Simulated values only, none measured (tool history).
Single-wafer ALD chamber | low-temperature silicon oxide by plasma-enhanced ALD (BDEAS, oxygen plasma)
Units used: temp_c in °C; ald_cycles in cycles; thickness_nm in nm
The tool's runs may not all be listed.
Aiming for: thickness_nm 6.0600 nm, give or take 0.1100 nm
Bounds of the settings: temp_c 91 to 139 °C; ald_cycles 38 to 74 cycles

run,day,temp_c,ald_cycles,thickness_nm
1,0.000,115,56,7.5170
2,0.346,105,56,7.6486
3,0.446,107,53,7.2536
4,0.521,109,50,6.8423
5,0.708,111,48,6.5339
6,0.829,113,47,6.3417
7,1.000,115,47,6.3033
8,1.133,117,47,6.2534
9,1.350,119,47,6.3313
10,1.671,119,44,5.8094
11,1.742,117,44,5.9261
12,2.067,116,44,5.8784
13,2.233,115,44,5.9124
14,2.317,114,44,5.9375

Exercise: of the 5 proposed moves below, exactly one satisfies all targets within the stated allowed misses. Which move is it?
A,2.400,112,45,?
B,2.400,110,42,?
C,2.400,114,43,?
D,2.400,112,43,?
E,2.400,111,42,?

move,thickness_nm
A,6.1036
B,5.7198
C,5.8087
D,5.8324
E,5.7083
A: all results in spec
B: its largest miss is bigger than the last run's
C: its largest miss is bigger than the last run's
D: its largest miss is bigger than the last run's
E: its largest miss is bigger than the last run's
Correct choice: A, which meets every target
